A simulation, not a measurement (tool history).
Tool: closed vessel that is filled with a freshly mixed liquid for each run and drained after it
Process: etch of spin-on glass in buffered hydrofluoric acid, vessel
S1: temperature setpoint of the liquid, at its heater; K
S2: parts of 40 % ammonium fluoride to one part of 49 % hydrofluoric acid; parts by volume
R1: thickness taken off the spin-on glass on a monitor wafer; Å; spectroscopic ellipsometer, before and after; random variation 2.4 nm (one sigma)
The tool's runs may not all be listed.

run 1 day=0.000 | S1=295.15 S2=10.0 time_in_the_liquid_(s)=100 | R1=4270.6
run 2 day=0.212 | S1=295.15 S2=10.0 time_in_the_liquid_(s)=110 | R1=4618.3
run 3 day=0.562 | S1=295.15 S2=10.0 time_in_the_liquid_(s)=110 | R1=4716.4
run 4 day=0.771 | S1=295.15 S2=10.0 time_in_the_liquid_(s)=110 | R1=4617.7
run 5 day=0.958 | S1=298.65 S2=10.0 time_in_the_liquid_(s)=110 | R1=5699.3
run 6 day=1.133 | S1=298.65 S2=10.0 time_in_the_liquid_(s)=100 | R1=5088.3
run 7 day=1.454 | S1=297.65 S2=10.0 time_in_the_liquid_(s)=100 | R1=4911.2
run 8 day=1.550 | S1=297.65 S2=10.0 time_in_the_liquid_(s)=100 | R1=4929.7
run 9 day=1.842 | S1=296.65 S2=10.0 time_in_the_liquid_(s)=100 | R1=4735.8

Run 10 comes next. What will it give?
run 10 day=1.875 | S1=296.15 S2=10.5 time_in_the_liquid_(s)=100 | R1=?

R1: 4271.2 Å
